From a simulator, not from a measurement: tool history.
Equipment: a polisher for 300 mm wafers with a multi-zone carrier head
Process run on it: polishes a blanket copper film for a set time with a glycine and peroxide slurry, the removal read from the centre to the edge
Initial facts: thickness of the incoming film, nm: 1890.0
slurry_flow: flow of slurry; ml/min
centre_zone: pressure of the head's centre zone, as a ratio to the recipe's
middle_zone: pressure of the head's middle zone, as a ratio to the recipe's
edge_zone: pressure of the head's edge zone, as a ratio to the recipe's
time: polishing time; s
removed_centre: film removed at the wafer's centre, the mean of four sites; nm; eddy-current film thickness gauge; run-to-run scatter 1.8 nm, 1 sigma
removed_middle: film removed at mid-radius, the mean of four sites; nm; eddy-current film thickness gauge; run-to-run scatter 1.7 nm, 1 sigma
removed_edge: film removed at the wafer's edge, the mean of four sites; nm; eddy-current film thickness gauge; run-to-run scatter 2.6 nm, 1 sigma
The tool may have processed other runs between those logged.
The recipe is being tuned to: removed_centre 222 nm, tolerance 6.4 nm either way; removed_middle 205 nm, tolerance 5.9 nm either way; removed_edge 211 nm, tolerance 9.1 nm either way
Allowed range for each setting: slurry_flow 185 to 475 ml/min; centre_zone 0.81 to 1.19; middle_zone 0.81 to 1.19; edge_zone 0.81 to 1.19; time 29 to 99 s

| run | day | slurry_flow | centre_zone | middle_zone | edge_zone | time | removed_centre | removed_middle | removed_edge |
|---|---|---|---|---|---|---|---|---|---|
| 1 | 0 | 305 | 1 | 1 | 1 | 64 | 305.33 | 314.45 | 322.27 |
| 2 | 0.038 | 305 | 1 | 0.99 | 0.99 | 62 | 293.74 | 300.33 | 307.33 |
| 3 | 0.379 | 305 | 1 | 0.98 | 0.97 | 60 | 282.72 | 290.14 | 293.42 |
| 4 | 0.658 | 305 | 1 | 1.02 | 0.97 | 60 | 287.18 | 297.95 | 293.42 |
| 5 | 0.867 | 305 | 1 | 0.94 | 0.97 | 60 | 287.44 | 281.44 | 292.96 |
| 6 | 1.008 | 305 | 1.05 | 0.94 | 0.97 | 60 | 296 | 286.1 | 295.18 |
| 7 | 1.125 | 305 | 1.05 | 0.94 | 0.97 | 60 | 298 | 284.43 | 291.72 |
| 8 | 1.475 | 305 | 1.04 | 0.93 | 0.96 | 59 | 289.85 | 277.53 | 291.01 |
| 9 | 1.562 | 305 | 1.04 | 0.93 | 0.95 | 57 | 277.94 | 266.17 | 280.45 |
| 10 | 1.933 | 305 | 1.05 | 0.93 | 0.94 | 55 | 274.84 | 253.52 | 263.72 |
| 11 | 2.2 | 305 | 1.04 | 0.93 | 0.93 | 54 | 264.69 | 251.24 | 261.89 |
| 12 | 2.233 | 305 | 1.04 | 0.93 | 0.93 | 54 | 266.51 | 251.07 | 258.64 |
| 13 | 2.362 | 305 | 1.03 | 0.92 | 0.92 | 53 | 263.73 | 247.88 | 260.84 |
| 14 | 2.417 | 305 | 1.03 | 0.92 | 0.92 | 52 | 252.16 | 242.49 | 250.72 |
| 15 | 2.508 | 305 | 1.03 | 0.91 | 0.91 | 51 | 251.72 | 234.26 | 246.96 |
| 16 | 2.821 | 305 | 1.03 | 0.91 | 0.9 | 50 | 241.52 | 230.9 | 234.66 |
| 17 | 2.933 | 300 | 1.03 | 0.9 | 0.89 | 50 | 245.56 | 228.85 | 241.74 |
| 18 | 3.012 | 305 | 1.03 | 0.9 | 0.89 | 49 | 236.83 | 223.86 | 237.21 |
| 19 | 3.092 | 305 | 1.03 | 0.9 | 0.88 | 49 | 239.77 | 224.83 | 232.51 |
| 20 | 3.258 | 305 | 1.03 | 0.9 | 0.87 | 49 | 240.08 | 221.83 | 235.55 |
| 21 | 3.55 | 305 | 1.03 | 0.9 | 0.87 | 48 | 229.92 | 220.6 | 228.83 |
| 22 | 3.829 | 305 | 1.03 | 0.9 | 0.86 | 48 | 232.47 | 221.36 | 228.96 |
| 23 | 3.879 | 280 | 1.04 | 0.88 | 0.81 | 44 | 214.77 | 197.76 | 200.3 |
| 24 | 3.912 | 285 | 1.04 | 0.88 | 0.81 | 44 | 216.89 | 196.51 | 203.5 |
| 25 | 3.938 | 285 | 1.04 | 0.88 | 0.81 | 44 | 214.91 | 201.8 | 206.48 |
| 26 | 4.05 | 300 | 1.05 | 0.88 | 0.82 | 44 | 215.32 | 197.11 | 206.7 |

5 candidate next runs follow, results not yet known. Just one meets every target within its allowed miss. Identify it.
| A | 4.162 | 320 | 1.12 | 0.86 | 0.93 | 46 | ? | ? | ? |
| B | 4.162 | 285 | 1.13 | 0.82 | 0.81 | 42 | ? | ? | ? |
| C | 4.162 | 325 | 1.04 | 0.81 | 0.82 | 45 | ? | ? | ? |
| D | 4.162 | 365 | 1.05 | 0.82 | 0.85 | 44 | ? | ? | ? |
| E | 4.162 | 395 | 1.03 | 0.88 | 0.82 | 44 | ? | ? | ? |

| move | removed_centre | removed_middle | removed_edge |
|---|---|---|---|
| A | 241.67 | 204.29 | 227.01 |
| B | 219.63 | 179.56 | 196.16 |
| C | 222.27 | 193.48 | 213.02 |
| D | 221.46 | 192.33 | 212.35 |
| E | 219.4 | 201.54 | 210.66 |
A: brings the last run's worst result on target, with another outside its allowed miss
B: its largest miss is bigger than the last run's
C: its largest miss is bigger than the last run's
D: its largest miss is bigger than the last run's
E: each result inside its tolerance
Go with E: it meets all targets.
